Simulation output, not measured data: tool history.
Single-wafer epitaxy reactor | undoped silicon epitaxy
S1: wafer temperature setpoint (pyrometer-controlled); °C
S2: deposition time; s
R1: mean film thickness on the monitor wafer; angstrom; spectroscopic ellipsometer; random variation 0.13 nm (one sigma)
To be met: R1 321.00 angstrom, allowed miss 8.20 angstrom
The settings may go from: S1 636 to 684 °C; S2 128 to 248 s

{"run": 1, "hour": 0.0, "S1": 660, "S2": 188, "R1": 423.19}
{"run": 2, "hour": 1.9, "S1": 656, "S2": 188, "R1": 380.66}
{"run": 3, "hour": 3.0, "S1": 654, "S2": 188, "R1": 361.2}
{"run": 4, "hour": 6.2, "S1": 664, "S2": 188, "R1": 466.6}
{"run": 5, "hour": 8.3, "S1": 664, "S2": 208, "R1": 513.77}
{"run": 6, "hour": 16.6, "S1": 658, "S2": 207, "R1": 443.58}
{"run": 7, "hour": 22.9, "S1": 654, "S2": 207, "R1": 399.9}
{"run": 8, "hour": 28.7, "S1": 651, "S2": 207, "R1": 372.39}
{"run": 9, "hour": 29.3, "S1": 649, "S2": 207, "R1": 352.32}
{"run": 10, "hour": 32.7, "S1": 648, "S2": 207, "R1": 344.88}
{"run": 11, "hour": 40.6, "S1": 647, "S2": 207, "R1": 336.24}

5 next moves are on the table. One of them brings every result within its allowed miss. Which?
{"run": "A", "hour": 48.5, "S1": 648, "S2": 207, "R1": "?"}
{"run": "B", "hour": 48.5, "S1": 648, "S2": 205, "R1": "?"}
{"run": "C", "hour": 48.5, "S1": 647, "S2": 208, "R1": "?"}
{"run": "D", "hour": 48.5, "S1": 647, "S2": 205, "R1": "?"}
{"run": "E", "hour": 48.5, "S1": 646, "S2": 202, "R1": "?"}

move=A R1=343.04
move=B R1=339.73
move=C R1=336.16
move=D R1=331.32
move=E R1=318.37
A: further off than the last run
B: further off than the last run
C: as far off as the last run
D: nearer than the last run, and not there yet
E: meets every target
Move E is the one to make.
